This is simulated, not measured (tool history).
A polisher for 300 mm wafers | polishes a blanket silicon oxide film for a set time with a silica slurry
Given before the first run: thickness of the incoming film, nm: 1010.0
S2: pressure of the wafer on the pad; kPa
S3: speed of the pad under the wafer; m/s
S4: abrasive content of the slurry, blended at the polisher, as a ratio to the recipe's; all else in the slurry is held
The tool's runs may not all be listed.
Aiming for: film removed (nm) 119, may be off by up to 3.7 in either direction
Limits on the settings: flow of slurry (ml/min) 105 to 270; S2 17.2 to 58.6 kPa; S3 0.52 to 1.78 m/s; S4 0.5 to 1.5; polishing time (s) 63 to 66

{"run": 1, "hour": 0.0, "flow of slurry (ml/min)": 175, "S2": 37.9, "S3": 1.14, "S4": 1, "polishing time (s)": 63, "film removed (nm)": 227.73}
{"run": 2, "hour": 6.7, "flow of slurry (ml/min)": 175, "S2": 37.9, "S3": 1.14, "S4": 1.15, "polishing time (s)": 63, "film removed (nm)": 241.99}
{"run": 3, "hour": 12.0, "flow of slurry (ml/min)": 145, "S2": 37.9, "S3": 1.14, "S4": 1.15, "polishing time (s)": 63, "film removed (nm)": 237.93}
{"run": 4, "hour": 18.7, "flow of slurry (ml/min)": 145, "S2": 34.5, "S3": 1.1, "S4": 1.15, "polishing time (s)": 63, "film removed (nm)": 209.9}
{"run": 5, "hour": 22.8, "flow of slurry (ml/min)": 145, "S2": 34.5, "S3": 1.1, "S4": 1.3, "polishing time (s)": 63, "film removed (nm)": 220.56}
{"run": 6, "hour": 26.3, "flow of slurry (ml/min)": 145, "S2": 34.5, "S3": 1.1, "S4": 1.1, "polishing time (s)": 63, "film removed (nm)": 207.49}
{"run": 7, "hour": 29.6, "flow of slurry (ml/min)": 145, "S2": 34.5, "S3": 1.1, "S4": 1.1, "polishing time (s)": 63, "film removed (nm)": 207.27}
{"run": 8, "hour": 31.1, "flow of slurry (ml/min)": 145, "S2": 31.7, "S3": 1.08, "S4": 1.1, "polishing time (s)": 63, "film removed (nm)": 190.4}
{"run": 9, "hour": 33.9, "flow of slurry (ml/min)": 145, "S2": 29.6, "S3": 1.06, "S4": 1.1, "polishing time (s)": 63, "film removed (nm)": 172.58}
{"run": 10, "hour": 38.3, "flow of slurry (ml/min)": 145, "S2": 27.6, "S3": 1.06, "S4": 1.1, "polishing time (s)": 63, "film removed (nm)": 163.63}
{"run": 11, "hour": 41.4, "flow of slurry (ml/min)": 145, "S2": 26.2, "S3": 1.06, "S4": 1.1, "polishing time (s)": 63, "film removed (nm)": 155.81}
{"run": 12, "hour": 46.4, "flow of slurry (ml/min)": 145, "S2": 24.8, "S3": 1.06, "S4": 1.1, "polishing time (s)": 63, "film removed (nm)": 146.95}
{"run": 13, "hour": 54.6, "flow of slurry (ml/min)": 145, "S2": 24.1, "S3": 1.06, "S4": 1.1, "polishing time (s)": 63, "film removed (nm)": 143.94}
{"run": 14, "hour": 57.8, "flow of slurry (ml/min)": 145, "S2": 23.4, "S3": 1.06, "S4": 1.1, "polishing time (s)": 63, "film removed (nm)": 140.69}
{"run": 15, "hour": 64.8, "flow of slurry (ml/min)": 145, "S2": 22.8, "S3": 1.06, "S4": 1.1, "polishing time (s)": 63, "film removed (nm)": 134.36}
{"run": 16, "hour": 72.7, "flow of slurry (ml/min)": 145, "S2": 22.1, "S3": 1.06, "S4": 1.1, "polishing time (s)": 63, "film removed (nm)": 131.11}
{"run": 17, "hour": 80.3, "flow of slurry (ml/min)": 145, "S2": 21.4, "S3": 1.06, "S4": 1.1, "polishing time (s)": 63, "film removed (nm)": 126.4}
{"run": 18, "hour": 83.6, "flow of slurry (ml/min)": 145, "S2": 20.7, "S3": 1.06, "S4": 1.1, "polishing time (s)": 63, "film removed (nm)": 122.77}

5 candidate next runs follow, results not yet known. Just one meets every target within its allowed miss. Identify it.
{"run": "A", "hour": 86.9, "flow of slurry (ml/min)": 220, "S2": 20.7, "S3": 1.06, "S4": 1, "polishing time (s)": 64, "film removed (nm)": "?"}
{"run": "B", "hour": 86.9, "flow of slurry (ml/min)": 125, "S2": 20.7, "S3": 1.3, "S4": 0.7, "polishing time (s)": 66, "film removed (nm)": "?"}
{"run": "C", "hour": 86.9, "flow of slurry (ml/min)": 125, "S2": 22.1, "S3": 1, "S4": 1.15, "polishing time (s)": 66, "film removed (nm)": "?"}
{"run": "D", "hour": 86.9, "flow of slurry (ml/min)": 170, "S2": 17.9, "S3": 1.12, "S4": 1.15, "polishing time (s)": 64, "film removed (nm)": "?"}
{"run": "E", "hour": 86.9, "flow of slurry (ml/min)": 105, "S2": 28.3, "S3": 0.86, "S4": 1, "polishing time (s)": 63, "film removed (nm)": "?"}

move=A film_removed_(nm)=125.5
move=B film_removed_(nm)=125.76
move=C film_removed_(nm)=130.12
move=D film_removed_(nm)=117.05
move=E film_removed_(nm)=130.92
A: misses by more than the last run did
B: misses by more than the last run did
C: misses by more than the last run did
D: meets every target
E: misses by more than the last run did
The right move is D.

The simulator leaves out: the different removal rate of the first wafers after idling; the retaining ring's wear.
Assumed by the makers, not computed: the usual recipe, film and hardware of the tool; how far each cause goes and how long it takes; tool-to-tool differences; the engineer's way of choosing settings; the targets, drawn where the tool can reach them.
